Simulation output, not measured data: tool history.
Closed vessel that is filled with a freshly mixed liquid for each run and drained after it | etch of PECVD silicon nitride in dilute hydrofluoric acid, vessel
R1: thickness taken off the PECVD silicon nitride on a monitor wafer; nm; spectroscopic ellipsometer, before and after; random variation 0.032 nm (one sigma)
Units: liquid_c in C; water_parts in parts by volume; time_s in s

Run 1, day 0: liquid_c 25 C, water_parts 220 parts by volume, time_s 630 s. Result: R1 6.1522 nm.
Run 2, day 0.279: liquid_c 25 C, water_parts 220 parts by volume, time_s 630 s. Result: R1 6.2427 nm.
Run 3, day 0.65: liquid_c 25 C, water_parts 280 parts by volume, time_s 630 s. Result: R1 4.8589 nm.
Run 4, day 0.962: liquid_c 25 C, water_parts 215 parts by volume, time_s 630 s. Result: R1 6.2722 nm.
Run 5, day 1.25: liquid_c 25 C, water_parts 165 parts by volume, time_s 630 s. Result: R1 8.2824 nm.
Run 6, day 1.575: liquid_c 25 C, water_parts 120 parts by volume, time_s 630 s. Result: R1 11.288 nm.
Run 7, day 1.771: liquid_c 24 C, water_parts 125 parts by volume, time_s 630 s. Result: R1 10.109 nm.
Run 8, day 2.112: liquid_c 23 C, water_parts 130 parts by volume, time_s 630 s. Result: R1 9.084 nm.

Forecast run 9:
Run 9, day 2.4: liquid_c 19 C, water_parts 150 parts by volume, time_s 630 s. Result: R1 ?.

Run 9 gave R1 6.1529 nm.
